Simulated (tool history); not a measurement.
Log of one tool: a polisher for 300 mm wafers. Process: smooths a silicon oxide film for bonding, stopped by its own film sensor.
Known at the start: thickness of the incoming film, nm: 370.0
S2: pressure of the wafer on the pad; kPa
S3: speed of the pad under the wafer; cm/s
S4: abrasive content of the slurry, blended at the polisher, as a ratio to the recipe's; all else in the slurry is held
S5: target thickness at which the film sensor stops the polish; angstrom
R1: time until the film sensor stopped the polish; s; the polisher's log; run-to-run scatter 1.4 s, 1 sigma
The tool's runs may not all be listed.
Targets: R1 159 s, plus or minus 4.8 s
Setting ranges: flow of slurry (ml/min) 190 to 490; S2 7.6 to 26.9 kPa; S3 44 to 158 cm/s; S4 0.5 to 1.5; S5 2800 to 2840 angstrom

Run 1, hour 0: flow of slurry (ml/min) 315, S2 17.2 kPa, S3 100 cm/s, S4 1, S5 2840 angstrom. Result: R1 85.933 s.
Run 2, hour 3.2: flow of slurry (ml/min) 315, S2 15.2 kPa, S3 98 cm/s, S4 1, S5 2840 angstrom. Result: R1 99.682 s.
Run 3, hour 3.8: flow of slurry (ml/min) 315, S2 13.1 kPa, S3 98 cm/s, S4 1, S5 2840 angstrom. Result: R1 114.35 s.
Run 4, hour 9.2: flow of slurry (ml/min) 315, S2 11.7 kPa, S3 98 cm/s, S4 1, S5 2840 angstrom. Result: R1 127.14 s.
Run 5, hour 10.6: flow of slurry (ml/min) 385, S2 11.7 kPa, S3 98 cm/s, S4 1, S5 2840 angstrom. Result: R1 124.98 s.
Run 6, hour 14.3: flow of slurry (ml/min) 385, S2 11 kPa, S3 98 cm/s, S4 1, S5 2840 angstrom. Result: R1 131.2 s.
Run 7, hour 22.8: flow of slurry (ml/min) 385, S2 10.3 kPa, S3 98 cm/s, S4 1, S5 2840 angstrom. Result: R1 140.67 s.
Run 8, hour 30.3: flow of slurry (ml/min) 385, S2 9.7 kPa, S3 98 cm/s, S4 1, S5 2840 angstrom. Result: R1 149.04 s.

Which one of the following 4 next-run settings gets every result inside its allowed miss? There is exactly one.
Run A, hour 37.8: flow of slurry (ml/min) 345, S2 9.7 kPa, S3 98 cm/s, S4 0.95, S5 2840 angstrom. Result: R1 ?.
Run B, hour 37.8: flow of slurry (ml/min) 385, S2 14.5 kPa, S3 56 cm/s, S4 0.95, S5 2810 angstrom. Result: R1 ?.
Run C, hour 37.8: flow of slurry (ml/min) 435, S2 9.7 kPa, S3 80 cm/s, S4 1.1, S5 2810 angstrom. Result: R1 ?.
Run D, hour 37.8: flow of slurry (ml/min) 395, S2 9.7 kPa, S3 100 cm/s, S4 1.1, S5 2840 angstrom. Result: R1 ?.

move      R1
   A  156.71
   B  165.44
   C   168.6
   D  138.61
A: each result inside its tolerance
B: takes the result that was furthest off past its target
C: takes the result that was furthest off past its target
D: further off than the last run
Move A is the one to make.

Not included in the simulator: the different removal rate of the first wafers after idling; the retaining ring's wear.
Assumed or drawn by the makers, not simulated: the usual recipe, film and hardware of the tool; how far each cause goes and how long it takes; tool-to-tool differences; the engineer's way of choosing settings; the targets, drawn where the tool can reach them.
